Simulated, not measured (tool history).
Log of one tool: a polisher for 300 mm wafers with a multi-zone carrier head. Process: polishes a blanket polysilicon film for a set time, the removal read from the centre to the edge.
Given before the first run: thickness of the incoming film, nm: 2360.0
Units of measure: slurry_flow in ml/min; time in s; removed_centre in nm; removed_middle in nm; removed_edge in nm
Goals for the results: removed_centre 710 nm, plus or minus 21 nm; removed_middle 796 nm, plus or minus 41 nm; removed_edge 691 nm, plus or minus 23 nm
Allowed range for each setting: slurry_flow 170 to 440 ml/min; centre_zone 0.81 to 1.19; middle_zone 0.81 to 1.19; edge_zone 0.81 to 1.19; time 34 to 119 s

run 1 hour=0 | slurry_flow=280 centre_zone=1 middle_zone=1 edge_zone=1 time=76 | removed_centre=874.72 removed_middle=891.89 removed_edge=876.88
run 2 hour=5.3 | slurry_flow=280 centre_zone=0.99 middle_zone=1.01 edge_zone=0.98 time=74 | removed_centre=829.34 removed_middle=888.66 removed_edge=852.33
run 3 hour=9.3 | slurry_flow=280 centre_zone=0.93 middle_zone=1.01 edge_zone=0.98 time=74 | removed_centre=782.23 removed_middle=864 removed_edge=854.3
run 4 hour=14 | slurry_flow=280 centre_zone=0.93 middle_zone=1.01 edge_zone=0.98 time=84 | removed_centre=892.35 removed_middle=965.15 removed_edge=962.38
run 5 hour=16 | slurry_flow=280 centre_zone=0.93 middle_zone=1.09 edge_zone=0.98 time=84 | removed_centre=890.7 removed_middle=1080.5 removed_edge=961.54
run 6 hour=17.4 | slurry_flow=345 centre_zone=0.93 middle_zone=1.09 edge_zone=0.98 time=84 | removed_centre=912.77 removed_middle=1063.3 removed_edge=969.67
run 7 hour=19.8 | slurry_flow=350 centre_zone=0.94 middle_zone=1.09 edge_zone=0.96 time=80 | removed_centre=867.1 removed_middle=1065.9 removed_edge=928.38
run 8 hour=24.2 | slurry_flow=345 centre_zone=0.96 middle_zone=1.07 edge_zone=0.95 time=76 | removed_centre=848.34 removed_middle=957.07 removed_edge=865.59
run 9 hour=27.3 | slurry_flow=345 centre_zone=0.96 middle_zone=1.07 edge_zone=0.93 time=74 | removed_centre=822.97 removed_middle=927.21 removed_edge=843.06
run 10 hour=31.4 | slurry_flow=345 centre_zone=0.96 middle_zone=1.07 edge_zone=0.92 time=72 | removed_centre=810.66 removed_middle=924.94 removed_edge=806.07
run 11 hour=39.9 | slurry_flow=345 centre_zone=0.95 middle_zone=1.06 edge_zone=0.9 time=71 | removed_centre=775.17 removed_middle=902.18 removed_edge=801.95
run 12 hour=47.7 | slurry_flow=345 centre_zone=0.96 middle_zone=1.06 edge_zone=0.89 time=69 | removed_centre=765.7 removed_middle=875.91 removed_edge=770.45

Of the 4 settings listed for the next run, only one would bring every result within its allowed miss of target. Which one?
run A hour=55.5 | slurry_flow=260 centre_zone=1.04 middle_zone=1.15 edge_zone=1.01 time=60 | removed_centre=? removed_middle=? removed_edge=?
run B hour=55.5 | slurry_flow=340 centre_zone=0.92 middle_zone=0.94 edge_zone=0.97 time=78 | removed_centre=? removed_middle=? removed_edge=?
run C hour=55.5 | slurry_flow=315 centre_zone=0.86 middle_zone=1 edge_zone=0.92 time=71 | removed_centre=? removed_middle=? removed_edge=?
run D hour=55.5 | slurry_flow=315 centre_zone=0.92 middle_zone=1.09 edge_zone=0.92 time=66 | removed_centre=? removed_middle=? removed_edge=?

move=A removed_centre=703.2 removed_middle=803.48 removed_edge=689.49
move=B removed_centre=826.76 removed_middle=907 removed_edge=897.87
move=C removed_centre=698.79 removed_middle=862.86 removed_edge=794.73
move=D removed_centre=695.72 removed_middle=860.13 removed_edge=737.91
A: meets every target
B: its largest miss is bigger than the last run's
C: its largest miss is bigger than the last run's
D: nearer the targets than the last run, but a result is still out of spec
The right move is A.

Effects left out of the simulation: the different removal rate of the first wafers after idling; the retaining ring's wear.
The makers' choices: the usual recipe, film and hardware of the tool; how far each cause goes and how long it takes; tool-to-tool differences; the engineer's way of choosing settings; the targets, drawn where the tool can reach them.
